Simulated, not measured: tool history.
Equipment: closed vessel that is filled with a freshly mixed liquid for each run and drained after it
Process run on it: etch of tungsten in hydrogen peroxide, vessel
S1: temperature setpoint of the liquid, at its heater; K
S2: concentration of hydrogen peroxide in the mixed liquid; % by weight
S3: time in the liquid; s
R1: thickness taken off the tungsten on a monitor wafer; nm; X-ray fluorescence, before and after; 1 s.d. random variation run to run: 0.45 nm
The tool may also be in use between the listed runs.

| run | hour | S1 | S2 | S3 | R1 |
|---|---|---|---|---|---|
| 1 | 0 | 328.15 | 18.5 | 100 | 166.79 |
| 2 | 1.6 | 325.15 | 18.5 | 100 | 139.2 |
| 3 | 3.3 | 323.15 | 18.5 | 100 | 122.21 |
| 4 | 10.3 | 321.65 | 18.5 | 100 | 112.43 |
| 5 | 18.6 | 321.65 | 18.5 | 105 | 117.58 |
| 6 | 23 | 321.65 | 18.5 | 100 | 112 |
| 7 | 23.7 | 320.15 | 18.5 | 100 | 102.27 |
| 8 | 28.8 | 319.15 | 18.5 | 100 | 95.191 |
| 9 | 34.8 | 318.15 | 18.5 | 100 | 90.126 |
| 10 | 37.1 | 317.65 | 18.5 | 100 | 86.861 |
| 11 | 43.5 | 317.65 | 18.5 | 100 | 88.309 |

Estimate the outcome of run 12 from the log above:
| 12 | 49 | 317.15 | 18.5 | 100 | ? |

{"run 12": {"R1": 84.577}}

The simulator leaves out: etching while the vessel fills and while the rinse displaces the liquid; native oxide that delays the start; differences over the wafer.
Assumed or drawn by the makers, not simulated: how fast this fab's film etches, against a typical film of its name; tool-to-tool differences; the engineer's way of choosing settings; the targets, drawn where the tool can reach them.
